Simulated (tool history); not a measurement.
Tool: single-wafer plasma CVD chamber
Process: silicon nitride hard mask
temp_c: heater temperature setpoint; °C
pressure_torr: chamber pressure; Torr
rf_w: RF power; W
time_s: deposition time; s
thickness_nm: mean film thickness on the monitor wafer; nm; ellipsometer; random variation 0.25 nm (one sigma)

run,hour,temp_c,pressure_torr,rf_w,time_s,thickness_nm
1,0,420,1.08,325,63.4,68.218
2,8.6,420,1.17,325,63.4,70.635
3,15.2,420,1.09,325,63.4,68.684
4,19.8,420,1.09,325,63.4,68.894
5,27.3,420,0.95,325,63.4,66.49
# hour 32.9: thermocouple changed; heater temperature recalibrated
6,32.9,420,0.91,325,63.4,65.245

Forecast run 7:
7,36.1,420,0.89,325,63.4,?

{"run 7": {"thickness_nm": 64.536}}

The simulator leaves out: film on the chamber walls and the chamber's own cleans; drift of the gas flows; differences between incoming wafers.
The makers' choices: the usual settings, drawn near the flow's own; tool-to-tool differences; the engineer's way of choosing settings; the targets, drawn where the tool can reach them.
